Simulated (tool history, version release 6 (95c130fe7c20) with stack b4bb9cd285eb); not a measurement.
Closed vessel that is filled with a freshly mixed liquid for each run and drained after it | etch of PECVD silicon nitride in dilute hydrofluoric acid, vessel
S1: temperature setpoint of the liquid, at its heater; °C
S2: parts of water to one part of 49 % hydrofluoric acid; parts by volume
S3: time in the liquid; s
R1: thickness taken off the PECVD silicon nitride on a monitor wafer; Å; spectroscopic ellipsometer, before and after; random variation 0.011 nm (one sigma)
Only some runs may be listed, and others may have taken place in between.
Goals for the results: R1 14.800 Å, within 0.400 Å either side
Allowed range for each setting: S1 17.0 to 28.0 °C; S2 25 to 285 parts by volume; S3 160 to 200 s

run 1 hour=0.0 | S1=20.0 S2=155 S3=200 | R1=22.324
run 2 hour=1.0 | S1=19.5 S2=160 S3=200 | R1=20.981
run 3 hour=4.6 | S1=22.0 S2=160 S3=200 | R1=24.487
run 4 hour=10.8 | S1=22.0 S2=160 S3=200 | R1=25.001
run 5 hour=14.0 | S1=22.0 S2=160 S3=160 | R1=19.539
run 6 hour=15.3 | S1=21.5 S2=160 S3=160 | R1=19.272
run 7 hour=19.2 | S1=21.0 S2=160 S3=160 | R1=18.497
run 8 hour=26.4 | S1=20.5 S2=160 S3=160 | R1=17.755
run 9 hour=28.6 | S1=20.0 S2=160 S3=160 | R1=17.089

Which one of the following 5 next-run settings gets every result inside its allowed miss? There is exactly one.
run A hour=30.8 | S1=18.0 S2=160 S3=165 | R1=?
run B hour=30.8 | S1=21.0 S2=155 S3=165 | R1=?
run C hour=30.8 | S1=21.5 S2=165 S3=185 | R1=?
run D hour=30.8 | S1=19.5 S2=135 S3=170 | R1=?
run E hour=30.8 | S1=17.5 S2=185 S3=185 | R1=?

move=A R1=15.642
move=B R1=19.719
move=C R1=21.493
move=D R1=21.031
move=E R1=14.741
A: moves toward the targets from the last run without getting all of them in spec
B: moves away from the targets compared with the last run
C: moves away from the targets compared with the last run
D: moves away from the targets compared with the last run
E: all results in spec
Correct choice: E, which meets every target
